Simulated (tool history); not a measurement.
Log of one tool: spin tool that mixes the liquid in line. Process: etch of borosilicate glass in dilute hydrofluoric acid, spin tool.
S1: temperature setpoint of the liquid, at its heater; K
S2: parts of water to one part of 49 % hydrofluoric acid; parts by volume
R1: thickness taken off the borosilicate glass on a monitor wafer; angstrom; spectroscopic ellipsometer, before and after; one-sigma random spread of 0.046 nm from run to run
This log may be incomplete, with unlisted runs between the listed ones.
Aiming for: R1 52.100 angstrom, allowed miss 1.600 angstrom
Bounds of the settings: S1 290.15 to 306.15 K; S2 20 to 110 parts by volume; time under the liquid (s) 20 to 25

Run 1, day 0.000: S1 298.15 K, S2 60 parts by volume, time under the liquid (s) 25. Result: R1 77.230 angstrom.
Run 2, day 0.062: S1 300.65 K, S2 60 parts by volume, time under the liquid (s) 25. Result: R1 84.568 angstrom.
Run 3, day 0.400: S1 298.15 K, S2 60 parts by volume, time under the liquid (s) 25. Result: R1 77.310 angstrom.
Run 4, day 0.738: S1 298.15 K, S2 60 parts by volume, time under the liquid (s) 20. Result: R1 62.031 angstrom.
Run 5, day 0.942: S1 297.15 K, S2 60 parts by volume, time under the liquid (s) 20. Result: R1 59.360 angstrom.
Run 6, day 1.100: S1 297.15 K, S2 75 parts by volume, time under the liquid (s) 20. Result: R1 47.110 angstrom.
Run 7, day 1.379: S1 297.65 K, S2 75 parts by volume, time under the liquid (s) 20. Result: R1 47.194 angstrom.
Run 8, day 1.408: S1 298.15 K, S2 75 parts by volume, time under the liquid (s) 20. Result: R1 48.138 angstrom.
Run 9, day 1.717: S1 298.65 K, S2 75 parts by volume, time under the liquid (s) 20. Result: R1 49.735 angstrom.
Run 10, day 2.004: S1 298.65 K, S2 75 parts by volume, time under the liquid (s) 20. Result: R1 49.118 angstrom.
Run 11, day 2.296: S1 298.65 K, S2 75 parts by volume, time under the liquid (s) 20. Result: R1 49.425 angstrom.
Run 12, day 2.571: S1 299.15 K, S2 75 parts by volume, time under the liquid (s) 20. Result: R1 50.351 angstrom.

Pick the move, out of 5, that brings all results within their allowed miss; only one does.
Run A, day 2.846: S1 299.65 K, S2 85 parts by volume, time under the liquid (s) 25. Result: R1 ?.
Run B, day 2.846: S1 299.65 K, S2 70 parts by volume, time under the liquid (s) 20. Result: R1 ?.
Run C, day 2.846: S1 298.15 K, S2 70 parts by volume, time under the liquid (s) 20. Result: R1 ?.
Run D, day 2.846: S1 298.15 K, S2 65 parts by volume, time under the liquid (s) 20. Result: R1 ?.
Run E, day 2.846: S1 300.15 K, S2 70 parts by volume, time under the liquid (s) 20. Result: R1 ?.

move      R1
   A  56.260
   B  55.771
   C  52.529
   D  56.946
   E  56.886
A: carries the result that was furthest off beyond its target, to the other side
B: carries the result that was furthest off beyond its target, to the other side
C: every result lands within tolerance
D: carries the result that was furthest off beyond its target, to the other side
E: carries the result that was furthest off beyond its target, to the other side
C is the move that brings every result within its allowed miss.
